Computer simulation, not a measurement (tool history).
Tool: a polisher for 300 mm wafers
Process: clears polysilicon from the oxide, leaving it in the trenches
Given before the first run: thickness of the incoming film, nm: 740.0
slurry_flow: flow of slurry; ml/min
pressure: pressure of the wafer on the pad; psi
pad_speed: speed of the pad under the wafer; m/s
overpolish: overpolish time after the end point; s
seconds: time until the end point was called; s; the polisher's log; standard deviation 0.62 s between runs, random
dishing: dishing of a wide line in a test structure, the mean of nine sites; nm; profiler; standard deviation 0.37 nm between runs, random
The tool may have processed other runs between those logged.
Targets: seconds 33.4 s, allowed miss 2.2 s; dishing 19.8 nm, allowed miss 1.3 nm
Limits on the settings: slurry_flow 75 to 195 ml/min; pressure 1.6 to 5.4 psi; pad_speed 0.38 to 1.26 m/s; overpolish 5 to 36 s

Run 1, hour 0: slurry_flow 125 ml/min, pressure 3.5 psi, pad_speed 0.82 m/s, overpolish 18 s. Result: seconds 54.053 s, dishing 20.141 nm.
Run 2, hour 4.8: slurry_flow 125 ml/min, pressure 3.5 psi, pad_speed 1 m/s, overpolish 18 s. Result: seconds 46.853 s, dishing 18.837 nm.
Run 3, hour 8.3: slurry_flow 115 ml/min, pressure 3.5 psi, pad_speed 1 m/s, overpolish 18 s. Result: seconds 47.6 s, dishing 20.679 nm.
Run 4, hour 16.4: slurry_flow 115 ml/min, pressure 3.7 psi, pad_speed 1 m/s, overpolish 18 s. Result: seconds 45.314 s, dishing 19.847 nm.
Run 5, hour 23.9: slurry_flow 110 ml/min, pressure 4 psi, pad_speed 1 m/s, overpolish 18 s. Result: seconds 41.589 s, dishing 19.323 nm.
Run 6, hour 27: slurry_flow 110 ml/min, pressure 4 psi, pad_speed 1.1 m/s, overpolish 18 s. Result: seconds 38.629 s, dishing 20.171 nm.
Run 7, hour 32.5: slurry_flow 110 ml/min, pressure 4.1 psi, pad_speed 1.1 m/s, overpolish 18 s. Result: seconds 38.355 s, dishing 19.937 nm.
Run 8, hour 36: slurry_flow 110 ml/min, pressure 4.2 psi, pad_speed 1.12 m/s, overpolish 18 s. Result: seconds 38.008 s, dishing 20.012 nm.
Run 9, hour 44.2: slurry_flow 110 ml/min, pressure 4.3 psi, pad_speed 1.14 m/s, overpolish 18 s. Result: seconds 34.996 s, dishing 18.918 nm.
Run 10, hour 48.9: slurry_flow 105 ml/min, pressure 4.3 psi, pad_speed 1.16 m/s, overpolish 18 s. Result: seconds 36.04 s, dishing 19.04 nm.
Run 11, hour 52.2: slurry_flow 110 ml/min, pressure 4.2 psi, pad_speed 1.18 m/s, overpolish 18 s. Result: seconds 37.188 s, dishing 19.822 nm.
Run 12, hour 54.1: slurry_flow 110 ml/min, pressure 4.2 psi, pad_speed 1.18 m/s, overpolish 18 s. Result: seconds 36.603 s, dishing 20.14 nm.

Exercise: of the 5 proposed moves below, exactly one satisfies all targets within the stated allowed misses. Which move is it?
Run A, hour 56: slurry_flow 100 ml/min, pressure 4.4 psi, pad_speed 0.98 m/s, overpolish 26 s. Result: seconds ?, dishing ?.
Run B, hour 56: slurry_flow 110 ml/min, pressure 4.4 psi, pad_speed 1 m/s, overpolish 12 s. Result: seconds ?, dishing ?.
Run C, hour 56: slurry_flow 130 ml/min, pressure 4.3 psi, pad_speed 1.22 m/s, overpolish 21 s. Result: seconds ?, dishing ?.
Run D, hour 56: slurry_flow 120 ml/min, pressure 3.7 psi, pad_speed 1.14 m/s, overpolish 15 s. Result: seconds ?, dishing ?.
Run E, hour 56: slurry_flow 105 ml/min, pressure 5 psi, pad_speed 1.26 m/s, overpolish 28 s. Result: seconds ?, dishing ?.

move  seconds  dishing
   A   40.371   19.967
   B   38.862   19.966
   C   32.997   19.967
   D   40.056   19.967
   E   29.669   19.967
A: misses by more than the last run did
B: misses by more than the last run did
C: each result inside its tolerance
D: misses by more than the last run did
E: carries the result that was furthest off beyond its target, to the other side
So the answer is move C, the one that meets all the targets.
